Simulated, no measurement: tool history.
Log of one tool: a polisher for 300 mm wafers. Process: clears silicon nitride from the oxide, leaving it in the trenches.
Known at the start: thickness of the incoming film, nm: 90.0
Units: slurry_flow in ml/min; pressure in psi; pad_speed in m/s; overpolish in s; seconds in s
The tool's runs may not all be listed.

run	hour	slurry_flow	pressure	pad_speed	overpolish	seconds
1	0.0	235	2.9	0.96	7	88.083
2	2.1	235	2.9	0.96	5	87.359
3	8.7	235	3.3	0.98	5	78.965
4	15.1	235	3.0	0.98	5	84.338
5	21.0	235	3.0	0.98	5	84.677
6	22.9	235	3.0	0.98	5	83.836

Forecast run 7:
7	30.2	235	3.4	1.02	5	?

{"run 7": {"seconds": 73.342}}
